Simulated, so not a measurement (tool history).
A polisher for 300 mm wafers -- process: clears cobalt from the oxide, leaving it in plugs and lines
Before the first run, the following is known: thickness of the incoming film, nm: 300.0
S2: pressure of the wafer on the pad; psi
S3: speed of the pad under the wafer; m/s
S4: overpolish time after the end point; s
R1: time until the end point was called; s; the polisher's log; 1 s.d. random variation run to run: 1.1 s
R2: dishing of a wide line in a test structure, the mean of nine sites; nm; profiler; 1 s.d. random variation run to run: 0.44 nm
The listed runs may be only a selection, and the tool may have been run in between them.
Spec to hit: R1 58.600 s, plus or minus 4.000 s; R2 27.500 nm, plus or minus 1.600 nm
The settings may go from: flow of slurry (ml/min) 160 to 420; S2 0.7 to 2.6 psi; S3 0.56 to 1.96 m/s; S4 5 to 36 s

Run 1, hour 0.0: flow of slurry (ml/min) 270, S2 1.6 psi, S3 1.26 m/s, S4 18 s. Result: R1 74.854 s, R2 25.382 nm.
Run 2, hour 7.0: flow of slurry (ml/min) 270, S2 1.6 psi, S3 1.26 m/s, S4 23 s. Result: R1 74.840 s, R2 27.600 nm.
Run 3, hour 13.5: flow of slurry (ml/min) 270, S2 1.6 psi, S3 1.26 m/s, S4 17 s. Result: R1 75.913 s, R2 25.134 nm.
Run 4, hour 20.9: flow of slurry (ml/min) 225, S2 1.6 psi, S3 1.26 m/s, S4 17 s. Result: R1 75.436 s, R2 25.445 nm.
Run 5, hour 23.2: flow of slurry (ml/min) 225, S2 1.7 psi, S3 1.28 m/s, S4 17 s. Result: R1 73.700 s, R2 25.269 nm.
Run 6, hour 24.3: flow of slurry (ml/min) 185, S2 1.7 psi, S3 1.28 m/s, S4 17 s. Result: R1 74.370 s, R2 25.152 nm.
Run 7, hour 31.4: flow of slurry (ml/min) 185, S2 1.8 psi, S3 1.30 m/s, S4 18 s. Result: R1 67.852 s, R2 25.841 nm.
Run 8, hour 38.2: flow of slurry (ml/min) 185, S2 1.9 psi, S3 1.30 m/s, S4 19 s. Result: R1 65.995 s, R2 25.990 nm.

Of the 4 settings listed for the next run, only one would bring every result within its allowed miss of target. Which one?
Run A, hour 45.0: flow of slurry (ml/min) 160, S2 1.8 psi, S3 1.24 m/s, S4 20 s. Result: R1 ?, R2 ?.
Run B, hour 45.0: flow of slurry (ml/min) 325, S2 1.6 psi, S3 1.10 m/s, S4 21 s. Result: R1 ?, R2 ?.
Run C, hour 45.0: flow of slurry (ml/min) 185, S2 1.8 psi, S3 1.20 m/s, S4 19 s. Result: R1 ?, R2 ?.
Run D, hour 45.0: flow of slurry (ml/min) 185, S2 1.8 psi, S3 1.56 m/s, S4 27 s. Result: R1 ?, R2 ?.

move      R1      R2
   A  73.261  26.470
   B  81.526  26.240
   C  73.095  26.230
   D  59.662  27.863
A: further off than the last run
B: further off than the last run
C: further off than the last run
D: every result within its allowed miss
Move D is the one to make.
